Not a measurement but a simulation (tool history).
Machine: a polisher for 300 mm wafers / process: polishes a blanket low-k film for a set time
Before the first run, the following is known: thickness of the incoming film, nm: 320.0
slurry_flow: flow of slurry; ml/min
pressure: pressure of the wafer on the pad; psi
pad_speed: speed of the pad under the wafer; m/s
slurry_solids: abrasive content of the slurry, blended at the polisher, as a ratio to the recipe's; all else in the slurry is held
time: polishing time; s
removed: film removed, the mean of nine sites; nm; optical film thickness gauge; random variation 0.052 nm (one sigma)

run	day	slurry_flow	pressure	pad_speed	slurry_solids	time	removed
1	0.000	310	1.4	0.76	1.0	36	8.7867
2	0.188	350	1.4	0.76	1.0	36	8.8302
3	0.442	300	1.4	0.76	1.0	36	8.6968
4	0.579	345	1.4	0.76	1.0	36	8.7014
5	0.608	345	1.4	0.76	1.0	32	7.8200
6	0.754	345	1.2	0.76	1.0	32	6.5749
7	1.017	345	1.1	0.76	1.0	32	6.1512
8	1.188	345	0.7	0.74	1.0	32	3.8342
9	1.375	345	0.7	0.74	1.0	32	3.9240

Run 10 has not been measured yet. What should we expect?
10	1.600	345	0.7	0.74	1.0	32	?

Run 10 came out at removed 3.9336 nm.
